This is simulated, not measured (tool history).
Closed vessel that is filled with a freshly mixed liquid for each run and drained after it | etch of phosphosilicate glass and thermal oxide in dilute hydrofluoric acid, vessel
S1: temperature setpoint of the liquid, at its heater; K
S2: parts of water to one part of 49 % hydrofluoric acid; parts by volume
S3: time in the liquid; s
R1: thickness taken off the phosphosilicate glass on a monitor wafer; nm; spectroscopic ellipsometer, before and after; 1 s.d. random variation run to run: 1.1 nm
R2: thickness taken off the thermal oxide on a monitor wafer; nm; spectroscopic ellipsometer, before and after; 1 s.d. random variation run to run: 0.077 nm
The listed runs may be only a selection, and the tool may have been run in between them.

run  hour      S1   S2  S3       R1      R2
  1   0.0  298.15  100  60   59.728  2.8400
  2   6.8  298.15  100  50   49.826  2.4006
  3   8.0  298.15  135  50   35.461  1.6873
  4  14.6  300.65   95  60   70.043  3.3145
  5  16.6  302.15   70  65  113.440  5.3574
  6  25.9  302.15  105  65   71.301  3.4184
  7  30.4  303.65   75  65  109.740  5.2660

Estimate the outcome of run 8 from the log above:
  8  32.9  304.15  55  65   ?   ?

R1: 158.900 nm
R2: 7.5081 nm
